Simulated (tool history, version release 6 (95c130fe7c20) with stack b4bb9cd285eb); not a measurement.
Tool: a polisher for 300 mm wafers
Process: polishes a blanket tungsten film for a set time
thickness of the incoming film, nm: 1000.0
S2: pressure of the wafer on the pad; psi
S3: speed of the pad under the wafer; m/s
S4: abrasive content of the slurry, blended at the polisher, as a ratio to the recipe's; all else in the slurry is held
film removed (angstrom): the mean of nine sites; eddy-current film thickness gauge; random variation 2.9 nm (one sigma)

run 1 hour=0.0 | flow_of_slurry_(ml/min)=225 S2=3.5 S3=1.12 S4=1.0 polishing_time_(s)=51 | film_removed_(angstrom)=2224.7
run 2 hour=5.0 | flow_of_slurry_(ml/min)=230 S2=3.8 S3=1.12 S4=1.0 polishing_time_(s)=51 | film_removed_(angstrom)=2378.6
run 3 hour=11.9 | flow_of_slurry_(ml/min)=230 S2=3.1 S3=1.12 S4=1.0 polishing_time_(s)=51 | film_removed_(angstrom)=2050.2
run 4 hour=14.5 | flow_of_slurry_(ml/min)=230 S2=3.1 S3=0.92 S4=1.0 polishing_time_(s)=51 | film_removed_(angstrom)=1751.7
run 5 hour=23.5 | flow_of_slurry_(ml/min)=235 S2=3.6 S3=0.94 S4=1.0 polishing_time_(s)=51 | film_removed_(angstrom)=1995.9
run 6 hour=30.7 | flow_of_slurry_(ml/min)=235 S2=3.6 S3=1.12 S4=1.0 polishing_time_(s)=51 | film_removed_(angstrom)=2269.5
run 7 hour=34.2 | flow_of_slurry_(ml/min)=235 S2=3.9 S3=1.12 S4=1.0 polishing_time_(s)=51 | film_removed_(angstrom)=2406.0
run 8 hour=38.5 | flow_of_slurry_(ml/min)=235 S2=4.2 S3=1.12 S4=1.0 polishing_time_(s)=51 | film_removed_(angstrom)=2611.5
run 9 hour=45.2 | flow_of_slurry_(ml/min)=235 S2=4.4 S3=1.12 S4=1.0 polishing_time_(s)=51 | film_removed_(angstrom)=2648.3

Forecast run 10:
run 10 hour=48.9 | flow_of_slurry_(ml/min)=235 S2=4.6 S3=1.12 S4=1.0 polishing_time_(s)=51 | film_removed_(angstrom)=?

film removed (angstrom): 2742.1
